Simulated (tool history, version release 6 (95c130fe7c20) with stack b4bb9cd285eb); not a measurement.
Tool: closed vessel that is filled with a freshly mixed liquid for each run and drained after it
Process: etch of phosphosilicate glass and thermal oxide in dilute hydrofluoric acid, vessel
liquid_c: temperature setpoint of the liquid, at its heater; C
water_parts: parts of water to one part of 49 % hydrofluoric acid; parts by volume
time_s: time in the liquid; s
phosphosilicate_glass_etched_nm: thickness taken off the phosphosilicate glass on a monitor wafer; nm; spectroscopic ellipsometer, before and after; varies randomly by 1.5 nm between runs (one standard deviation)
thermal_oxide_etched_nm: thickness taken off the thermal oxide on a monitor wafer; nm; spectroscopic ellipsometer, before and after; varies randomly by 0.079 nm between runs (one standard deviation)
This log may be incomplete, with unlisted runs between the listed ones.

run	hour	liquid_c	water_parts	time_s	phosphosilicate_glass_etched_nm	thermal_oxide_etched_nm
1	0.0	24.0	70	60	111.26	4.6026
2	8.5	26.5	60	60	144.39	5.9512
3	13.1	26.5	80	60	106.63	4.3466
4	19.5	28.5	65	60	144.66	5.8462
5	22.0	26.5	65	60	133.74	5.4475
6	27.2	28.0	65	60	140.79	5.8162
7	34.6	29.5	55	60	180.47	7.3893

Run 8 comes next. What will it give?
8	40.0	30.5	50	60	?	?

phosphosilicate_glass_etched_nm: 209.28 nm
thermal_oxide_etched_nm: 8.4731 nm
